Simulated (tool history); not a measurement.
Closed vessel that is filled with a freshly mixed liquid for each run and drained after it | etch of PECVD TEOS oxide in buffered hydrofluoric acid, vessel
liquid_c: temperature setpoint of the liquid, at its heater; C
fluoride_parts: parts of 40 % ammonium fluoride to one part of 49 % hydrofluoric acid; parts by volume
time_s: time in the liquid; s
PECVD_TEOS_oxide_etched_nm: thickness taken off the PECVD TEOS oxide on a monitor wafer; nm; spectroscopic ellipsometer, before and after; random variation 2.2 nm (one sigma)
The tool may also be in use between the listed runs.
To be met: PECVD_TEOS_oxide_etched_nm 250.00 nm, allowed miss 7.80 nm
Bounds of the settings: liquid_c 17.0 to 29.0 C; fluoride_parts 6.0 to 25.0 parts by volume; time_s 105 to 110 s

run	hour	liquid_c	fluoride_parts	time_s	PECVD_TEOS_oxide_etched_nm
1	0.0	21.0	15.5	105	212.07
2	1.3	24.5	15.5	105	256.88
3	3.4	28.0	15.5	105	313.37
4	4.5	26.0	15.5	105	281.15
5	9.7	25.5	15.5	105	271.45
6	18.0	29.0	15.5	105	336.01
7	22.5	27.5	15.5	105	307.40
8	26.3	26.5	15.5	105	290.69
9	35.2	26.0	15.5	105	283.76
10	43.2	25.5	15.5	105	271.06
11	46.7	25.0	15.5	105	265.02
12	49.6	24.5	15.5	105	258.21
13	50.2	24.5	15.5	105	259.79

4 next moves are on the table. One of them brings every result within its allowed miss. Which?
A	50.8	23.0	13.5	105	?
B	50.8	24.5	16.0	110	?
C	50.8	23.5	16.0	110	?
D	50.8	22.5	14.0	110	?

move	PECVD_TEOS_oxide_etched_nm
A	269.69
B	259.56
C	245.76
D	265.23
A: further off than the last run
B: as far off as the last run
C: meets every target
D: further off than the last run
Answer: C
